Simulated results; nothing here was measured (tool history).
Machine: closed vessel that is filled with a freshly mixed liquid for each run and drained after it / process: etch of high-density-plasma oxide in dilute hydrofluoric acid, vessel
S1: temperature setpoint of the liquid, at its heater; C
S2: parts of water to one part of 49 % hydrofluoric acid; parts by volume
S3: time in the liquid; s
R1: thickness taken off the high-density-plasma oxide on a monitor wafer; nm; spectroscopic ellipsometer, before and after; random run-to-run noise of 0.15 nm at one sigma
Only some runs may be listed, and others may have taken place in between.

{"run": 1, "day": 0.0, "S1": 25.0, "S2": 130, "S3": 505, "R1": 21.316}
{"run": 2, "day": 0.046, "S1": 25.0, "S2": 170, "S3": 505, "R1": 15.374}
{"run": 3, "day": 0.292, "S1": 25.0, "S2": 190, "S3": 505, "R1": 13.535}
{"run": 4, "day": 0.642, "S1": 25.0, "S2": 190, "S3": 505, "R1": 13.587}
{"run": 5, "day": 0.671, "S1": 27.0, "S2": 190, "S3": 505, "R1": 14.486}
{"run": 6, "day": 0.721, "S1": 28.0, "S2": 190, "S3": 505, "R1": 15.07}
{"run": 7, "day": 0.817, "S1": 28.5, "S2": 190, "S3": 505, "R1": 15.576}
{"run": 8, "day": 0.962, "S1": 29.0, "S2": 190, "S3": 505, "R1": 15.677}

What does the tool deliver on the next run?
{"run": 9, "day": 1.058, "S1": 29.0, "S2": 190, "S3": 505, "R1": "?"}

R1: 15.739 nm
